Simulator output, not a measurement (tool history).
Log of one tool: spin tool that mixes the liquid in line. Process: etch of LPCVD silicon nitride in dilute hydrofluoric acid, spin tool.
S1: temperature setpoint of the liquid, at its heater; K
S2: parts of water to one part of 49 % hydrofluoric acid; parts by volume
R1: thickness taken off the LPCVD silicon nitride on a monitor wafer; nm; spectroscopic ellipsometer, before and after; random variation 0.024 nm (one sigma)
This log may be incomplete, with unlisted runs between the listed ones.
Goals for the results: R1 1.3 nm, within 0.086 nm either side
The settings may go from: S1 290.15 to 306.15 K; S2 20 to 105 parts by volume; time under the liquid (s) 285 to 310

{"run": 1, "hour": 0.0, "S1": 298.15, "S2": 55, "time under the liquid (s)": 285, "R1": 3.3034}
{"run": 2, "hour": 6.5, "S1": 300.65, "S2": 55, "time under the liquid (s)": 285, "R1": 3.7359}
{"run": 3, "hour": 9.3, "S1": 300.65, "S2": 55, "time under the liquid (s)": 285, "R1": 3.8488}
{"run": 4, "hour": 11.9, "S1": 300.65, "S2": 55, "time under the liquid (s)": 310, "R1": 4.0716}
{"run": 5, "hour": 16.9, "S1": 300.65, "S2": 35, "time under the liquid (s)": 310, "R1": 6.4674}
{"run": 6, "hour": 22.0, "S1": 298.65, "S2": 50, "time under the liquid (s)": 305, "R1": 3.9436}
{"run": 7, "hour": 29.8, "S1": 296.65, "S2": 55, "time under the liquid (s)": 305, "R1": 3.1569}
{"run": 8, "hour": 33.0, "S1": 295.15, "S2": 60, "time under the liquid (s)": 305, "R1": 2.5966}
{"run": 9, "hour": 37.0, "S1": 294.15, "S2": 65, "time under the liquid (s)": 305, "R1": 2.2884}
{"run": 10, "hour": 46.0, "S1": 293.15, "S2": 70, "time under the liquid (s)": 305, "R1": 1.9094}
{"run": 11, "hour": 48.7, "S1": 292.65, "S2": 75, "time under the liquid (s)": 305, "R1": 1.7107}
{"run": 12, "hour": 55.7, "S1": 292.15, "S2": 75, "time under the liquid (s)": 305, "R1": 1.6965}
{"run": 13, "hour": 64.0, "S1": 291.65, "S2": 75, "time under the liquid (s)": 305, "R1": 1.6819}
{"run": 14, "hour": 69.3, "S1": 291.15, "S2": 80, "time under the liquid (s)": 305, "R1": 1.4539}

Which of these 5 next moves meets every target?
{"run": "A", "hour": 74.6, "S1": 290.15, "S2": 80, "time under the liquid (s)": 295, "R1": "?"}
{"run": "B", "hour": 74.6, "S1": 290.65, "S2": 100, "time under the liquid (s)": 300, "R1": "?"}
{"run": "C", "hour": 74.6, "S1": 291.65, "S2": 80, "time under the liquid (s)": 310, "R1": "?"}
{"run": "D", "hour": 74.6, "S1": 290.65, "S2": 100, "time under the liquid (s)": 290, "R1": "?"}
{"run": "E", "hour": 74.6, "S1": 290.65, "S2": 105, "time under the liquid (s)": 300, "R1": "?"}

move=A R1=1.3316
move=B R1=1.1295
move=C R1=1.5539
move=D R1=1.0918
move=E R1=1.0773
A: each result inside its tolerance
B: pushes the last run's worst result past its target
C: lands further from the targets than the last run did
D: pushes the last run's worst result past its target
E: pushes the last run's worst result past its target
A is the move that brings every result within its allowed miss.
